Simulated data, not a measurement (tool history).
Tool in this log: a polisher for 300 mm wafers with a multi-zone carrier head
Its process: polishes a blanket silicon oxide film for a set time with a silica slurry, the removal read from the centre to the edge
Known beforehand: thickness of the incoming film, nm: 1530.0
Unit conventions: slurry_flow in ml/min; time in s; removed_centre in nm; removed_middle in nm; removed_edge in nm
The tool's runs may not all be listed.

{"run": 1, "hour": 0.0, "slurry_flow": 265, "centre_zone": 1.0, "middle_zone": 1.0, "edge_zone": 1.0, "slurry_solids": 1.0, "time": 55, "removed_centre": 218.73, "removed_middle": 226.04, "removed_edge": 223.74}
{"run": 2, "hour": 6.4, "slurry_flow": 265, "centre_zone": 1.0, "middle_zone": 1.0, "edge_zone": 1.0, "slurry_solids": 1.15, "time": 55, "removed_centre": 230.38, "removed_middle": 244.39, "removed_edge": 243.42}
{"run": 3, "hour": 13.3, "slurry_flow": 205, "centre_zone": 1.0, "middle_zone": 1.0, "edge_zone": 1.0, "slurry_solids": 1.15, "time": 55, "removed_centre": 223.14, "removed_middle": 238.48, "removed_edge": 239.21}
{"run": 4, "hour": 21.8, "slurry_flow": 215, "centre_zone": 1.02, "middle_zone": 1.0, "edge_zone": 1.03, "slurry_solids": 1.15, "time": 55, "removed_centre": 228.89, "removed_middle": 237.67, "removed_edge": 238.75}
{"run": 5, "hour": 25.9, "slurry_flow": 215, "centre_zone": 1.02, "middle_zone": 1.0, "edge_zone": 1.12, "slurry_solids": 1.15, "time": 55, "removed_centre": 228.18, "removed_middle": 236.42, "removed_edge": 247.13}
{"run": 6, "hour": 34.1, "slurry_flow": 225, "centre_zone": 1.03, "middle_zone": 0.99, "edge_zone": 1.13, "slurry_solids": 1.2, "time": 55, "removed_centre": 237.91, "removed_middle": 244.11, "removed_edge": 260.86}
{"run": 7, "hour": 41.2, "slurry_flow": 235, "centre_zone": 1.04, "middle_zone": 0.99, "edge_zone": 1.14, "slurry_solids": 1.2, "time": 55, "removed_centre": 237.42, "removed_middle": 242.6, "removed_edge": 254.79}

Forecast run 8:
{"run": 8, "hour": 44.7, "slurry_flow": 235, "centre_zone": 1.05, "middle_zone": 0.98, "edge_zone": 1.15, "slurry_solids": 1.25, "time": 55, "removed_centre": "?", "removed_middle": "?", "removed_edge": "?"}

removed_centre: 247.16 nm
removed_middle: 244.37 nm
removed_edge: 255.76 nm
